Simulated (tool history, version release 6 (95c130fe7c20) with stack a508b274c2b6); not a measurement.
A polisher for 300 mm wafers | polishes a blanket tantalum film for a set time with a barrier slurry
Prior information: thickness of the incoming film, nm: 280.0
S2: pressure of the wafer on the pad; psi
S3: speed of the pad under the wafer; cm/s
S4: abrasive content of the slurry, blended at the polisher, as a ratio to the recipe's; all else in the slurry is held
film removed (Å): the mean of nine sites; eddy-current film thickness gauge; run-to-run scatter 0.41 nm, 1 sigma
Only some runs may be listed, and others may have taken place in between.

run 1 day=0 | flow_of_slurry_(ml/min)=125 S2=1.3 S3=84 S4=1 polishing_time_(s)=48 | film_removed_(Å)=367.48
run 2 day=0.029 | flow_of_slurry_(ml/min)=125 S2=1.7 S3=84 S4=1 polishing_time_(s)=48 | film_removed_(Å)=485.91
run 3 day=0.108 | flow_of_slurry_(ml/min)=125 S2=1.7 S3=84 S4=1.15 polishing_time_(s)=48 | film_removed_(Å)=496.22
run 4 day=0.129 | flow_of_slurry_(ml/min)=150 S2=1.7 S3=84 S4=1.15 polishing_time_(s)=48 | film_removed_(Å)=523.12
run 5 day=0.396 | flow_of_slurry_(ml/min)=150 S2=1.7 S3=94 S4=1.15 polishing_time_(s)=48 | film_removed_(Å)=578.03
run 6 day=0.654 | flow_of_slurry_(ml/min)=150 S2=1.4 S3=94 S4=1.15 polishing_time_(s)=48 | film_removed_(Å)=474.43
run 7 day=0.962 | flow_of_slurry_(ml/min)=150 S2=1.3 S3=94 S4=1.15 polishing_time_(s)=48 | film_removed_(Å)=452.43
run 8 day=1.008 | flow_of_slurry_(ml/min)=150 S2=1.2 S3=94 S4=1.15 polishing_time_(s)=48 | film_removed_(Å)=407.4
run 9 day=1.229 | flow_of_slurry_(ml/min)=150 S2=1.1 S3=94 S4=1.15 polishing_time_(s)=48 | film_removed_(Å)=371.01

Expected results for the next run?
run 10 day=1.533 | flow_of_slurry_(ml/min)=145 S2=0.9 S3=94 S4=1.15 polishing_time_(s)=48 | film_removed_(Å)=?

film removed (Å): 307.09

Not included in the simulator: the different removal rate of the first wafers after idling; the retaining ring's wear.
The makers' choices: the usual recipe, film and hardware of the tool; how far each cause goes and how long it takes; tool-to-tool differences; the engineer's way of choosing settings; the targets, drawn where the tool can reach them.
